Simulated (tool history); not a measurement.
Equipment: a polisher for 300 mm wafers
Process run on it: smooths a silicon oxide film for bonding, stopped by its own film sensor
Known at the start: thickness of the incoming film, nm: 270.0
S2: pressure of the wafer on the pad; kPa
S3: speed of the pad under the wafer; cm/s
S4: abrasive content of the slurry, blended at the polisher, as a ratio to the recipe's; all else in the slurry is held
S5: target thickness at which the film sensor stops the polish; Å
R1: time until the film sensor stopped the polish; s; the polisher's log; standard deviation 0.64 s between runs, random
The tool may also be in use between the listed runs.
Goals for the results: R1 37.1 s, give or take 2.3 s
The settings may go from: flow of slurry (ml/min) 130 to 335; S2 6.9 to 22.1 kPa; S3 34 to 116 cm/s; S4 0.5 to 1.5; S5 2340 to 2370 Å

{"run": 1, "day": 0.0, "flow of slurry (ml/min)": 215, "S2": 14.5, "S3": 74, "S4": 1, "S5": 2340, "R1": 51.196}
{"run": 2, "day": 0.367, "flow of slurry (ml/min)": 215, "S2": 15.9, "S3": 74, "S4": 1, "S5": 2340, "R1": 48.357}
{"run": 3, "day": 0.617, "flow of slurry (ml/min)": 215, "S2": 14.5, "S3": 74, "S4": 1, "S5": 2340, "R1": 50.809}
{"run": 4, "day": 0.988, "flow of slurry (ml/min)": 215, "S2": 13.1, "S3": 74, "S4": 1, "S5": 2340, "R1": 57.69}
{"run": 5, "day": 1.117, "flow of slurry (ml/min)": 215, "S2": 13.1, "S3": 74, "S4": 1, "S5": 2340, "R1": 57.174}
{"run": 6, "day": 1.496, "flow of slurry (ml/min)": 190, "S2": 13.1, "S3": 74, "S4": 1, "S5": 2340, "R1": 57.696}
{"run": 7, "day": 1.729, "flow of slurry (ml/min)": 190, "S2": 15.2, "S3": 76, "S4": 1, "S5": 2340, "R1": 50.041}
{"run": 8, "day": 1.896, "flow of slurry (ml/min)": 190, "S2": 16.5, "S3": 78, "S4": 1, "S5": 2340, "R1": 44.46}
{"run": 9, "day": 2.104, "flow of slurry (ml/min)": 190, "S2": 17.2, "S3": 78, "S4": 1, "S5": 2340, "R1": 41.775}
{"run": 10, "day": 2.379, "flow of slurry (ml/min)": 190, "S2": 17.9, "S3": 78, "S4": 1, "S5": 2340, "R1": 39.897}

Of the 4 settings listed for the next run, only one would bring every result within its allowed miss of target. Which one?
{"run": "A", "day": 2.654, "flow of slurry (ml/min)": 180, "S2": 16.5, "S3": 70, "S4": 0.95, "S5": 2370, "R1": "?"}
{"run": "B", "day": 2.654, "flow of slurry (ml/min)": 160, "S2": 20, "S3": 74, "S4": 1.35, "S5": 2370, "R1": "?"}
{"run": "C", "day": 2.654, "flow of slurry (ml/min)": 185, "S2": 15.9, "S3": 86, "S4": 0.9, "S5": 2370, "R1": "?"}
{"run": "D", "day": 2.654, "flow of slurry (ml/min)": 165, "S2": 17.9, "S3": 78, "S4": 1, "S5": 2370, "R1": "?"}

move=A R1=44.274
move=B R1=31.721
move=C R1=40.548
move=D R1=37.535
A: lands further from the targets than the last run did
B: takes the biggest miss from the last run beyond its target
C: lands further from the targets than the last run did
D: each result inside its tolerance
Go with D: it meets all targets.
